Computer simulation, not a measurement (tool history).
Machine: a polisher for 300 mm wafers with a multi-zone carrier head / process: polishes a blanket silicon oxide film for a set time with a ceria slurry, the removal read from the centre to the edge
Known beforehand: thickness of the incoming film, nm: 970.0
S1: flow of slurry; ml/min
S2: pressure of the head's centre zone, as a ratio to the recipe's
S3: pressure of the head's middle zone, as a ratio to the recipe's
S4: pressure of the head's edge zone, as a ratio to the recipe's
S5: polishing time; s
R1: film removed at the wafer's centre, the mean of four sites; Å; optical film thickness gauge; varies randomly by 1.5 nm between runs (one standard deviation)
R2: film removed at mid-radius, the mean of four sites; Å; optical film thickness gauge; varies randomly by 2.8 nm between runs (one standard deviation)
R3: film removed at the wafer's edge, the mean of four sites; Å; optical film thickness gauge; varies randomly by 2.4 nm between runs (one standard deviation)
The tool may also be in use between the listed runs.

| run | hour | S1 | S2 | S3 | S4 | S5 | R1 | R2 | R3 |
|---|---|---|---|---|---|---|---|---|---|
| 1 | 0 | 210 | 1 | 1 | 1 | 50 | 1570.1 | 1583.9 | 1630.3 |
| 2 | 2.4 | 210 | 1.07 | 1 | 1 | 50 | 1682.5 | 1586.9 | 1604.1 |
| 3 | 7.8 | 210 | 1.03 | 1 | 1 | 50 | 1623.6 | 1596.1 | 1647.7 |
| 4 | 15.2 | 210 | 0.99 | 1 | 1 | 50 | 1567.7 | 1572.4 | 1654.5 |
| 5 | 17.1 | 210 | 0.99 | 1 | 0.95 | 50 | 1552.6 | 1565.1 | 1612.8 |
| 6 | 26.1 | 215 | 0.98 | 1.01 | 0.98 | 53 | 1642.6 | 1676.2 | 1762.1 |
| 7 | 29.2 | 225 | 0.98 | 1.03 | 1.01 | 54 | 1691.8 | 1732.3 | 1803 |
| 8 | 31.2 | 225 | 0.97 | 1.05 | 1.02 | 56 | 1748.2 | 1861.2 | 1890.7 |
|  | 34.6 | slurry nozzle cleaned |
| 9 | 34.6 | 230 | 0.96 | 1.05 | 1.04 | 57 | 1828.1 | 1953.1 | 1945.8 |

Run 10 comes next. What will it give?
| 10 | 41.5 | 235 | 0.94 | 1.04 | 1.06 | 58 | ? | ? | ? |

{"run 10": {"R1": 1830, "R2": 2032.1, "R3": 2061.5}}
